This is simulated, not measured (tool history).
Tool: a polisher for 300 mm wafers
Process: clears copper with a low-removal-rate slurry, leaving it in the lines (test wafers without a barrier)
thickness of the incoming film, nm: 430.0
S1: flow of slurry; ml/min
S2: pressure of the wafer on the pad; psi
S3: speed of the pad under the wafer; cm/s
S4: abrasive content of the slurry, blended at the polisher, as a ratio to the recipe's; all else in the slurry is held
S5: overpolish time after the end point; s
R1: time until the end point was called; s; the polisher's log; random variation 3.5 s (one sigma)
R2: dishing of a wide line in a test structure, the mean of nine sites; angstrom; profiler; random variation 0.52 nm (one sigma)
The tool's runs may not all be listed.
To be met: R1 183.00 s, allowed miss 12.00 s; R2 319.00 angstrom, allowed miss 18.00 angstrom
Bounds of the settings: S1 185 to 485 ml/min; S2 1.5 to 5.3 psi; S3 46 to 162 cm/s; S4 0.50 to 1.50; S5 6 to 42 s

Run 1, hour 0.0: S1 310 ml/min, S2 3.4 psi, S3 104 cm/s, S4 1.00, S5 21 s. Result: R1 136.79 s, R2 411.44 angstrom.
Run 2, hour 5.3: S1 310 ml/min, S2 3.1 psi, S3 104 cm/s, S4 1.00, S5 21 s. Result: R1 147.45 s, R2 374.67 angstrom.
Run 3, hour 12.2: S1 310 ml/min, S2 2.9 psi, S3 104 cm/s, S4 1.00, S5 21 s. Result: R1 154.03 s, R2 360.29 angstrom.
Run 4, hour 20.5: S1 355 ml/min, S2 2.9 psi, S3 104 cm/s, S4 1.00, S5 21 s. Result: R1 157.56 s, R2 370.59 angstrom.
At hour 23.8: slurry blender recalibrated.
Run 5, hour 23.8: S1 355 ml/min, S2 2.9 psi, S3 104 cm/s, S4 1.10, S5 21 s. Result: R1 143.84 s, R2 411.55 angstrom.
Run 6, hour 29.9: S1 355 ml/min, S2 2.9 psi, S3 104 cm/s, S4 1.10, S5 25 s. Result: R1 141.08 s, R2 447.14 angstrom.
Run 7, hour 37.3: S1 345 ml/min, S2 2.6 psi, S3 104 cm/s, S4 1.10, S5 24 s. Result: R1 160.04 s, R2 402.32 angstrom.
Run 8, hour 43.7: S1 335 ml/min, S2 2.5 psi, S3 104 cm/s, S4 1.10, S5 23 s. Result: R1 159.85 s, R2 366.84 angstrom.
Run 9, hour 47.6: S1 320 ml/min, S2 2.4 psi, S3 102 cm/s, S4 1.10, S5 24 s. Result: R1 173.45 s, R2 378.02 angstrom.
Run 10, hour 51.7: S1 320 ml/min, S2 2.4 psi, S3 102 cm/s, S4 1.10, S5 23 s. Result: R1 172.24 s, R2 373.18 angstrom.

4 next moves are on the table. One of them brings every result within its allowed miss. Which?
Run A, hour 55.8: S1 325 ml/min, S2 2.0 psi, S3 112 cm/s, S4 1.20, S5 38 s. Result: R1 ?, R2 ?.
Run B, hour 55.8: S1 370 ml/min, S2 2.5 psi, S3 110 cm/s, S4 1.05, S5 16 s. Result: R1 ?, R2 ?.
Run C, hour 55.8: S1 340 ml/min, S2 2.3 psi, S3 106 cm/s, S4 0.95, S5 20 s. Result: R1 ?, R2 ?.
Run D, hour 55.8: S1 340 ml/min, S2 1.9 psi, S3 114 cm/s, S4 1.20, S5 28 s. Result: R1 ?, R2 ?.

move      R1      R2
   A  184.64  489.85
   B  157.26  301.60
   C  179.10  323.33
   D  189.86  392.89
A: further off than the last run
B: brings the result that was furthest off to its target, and leaves another outside
C: meets every target
D: further off than the last run
Answer: C

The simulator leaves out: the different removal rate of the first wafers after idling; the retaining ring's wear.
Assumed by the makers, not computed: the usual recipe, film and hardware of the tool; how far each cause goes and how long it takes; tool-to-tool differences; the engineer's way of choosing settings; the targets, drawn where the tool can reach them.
